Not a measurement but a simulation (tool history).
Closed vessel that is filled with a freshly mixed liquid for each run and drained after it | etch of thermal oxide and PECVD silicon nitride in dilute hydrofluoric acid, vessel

run	day	temperature setpoint of the liquid (K)	parts of water to one part of 49 % hydrofluoric acid (parts by volume)	time in the liquid (s)	thickness taken off the thermal oxide on a monitor wafer (angstrom)	thickness taken off the PECVD silicon nitride on a monitor wafer (angstrom)
1	0	297.15	170	835	218.39	221.58
2	0.129	297.15	115	835	340.1	323.41
3	0.308	296.65	125	845	309.44	289.08
4	0.617	296.15	135	855	279.28	269.05
5	0.725	295.15	135	855	270	248.97
6	0.925	297.65	135	855	298.5	289.88
7	1.133	296.65	140	860	277.58	265.3
8	1.4	296.15	145	865	261.1	250.82

Run 9 comes next. What will it give?
9	1.754	295.65	145	870	?	?

Run 9 gave thickness taken off the thermal oxide on a monitor wafer (angstrom) 254.77, thickness taken off the PECVD silicon nitride on a monitor wafer (angstrom) 240.86.

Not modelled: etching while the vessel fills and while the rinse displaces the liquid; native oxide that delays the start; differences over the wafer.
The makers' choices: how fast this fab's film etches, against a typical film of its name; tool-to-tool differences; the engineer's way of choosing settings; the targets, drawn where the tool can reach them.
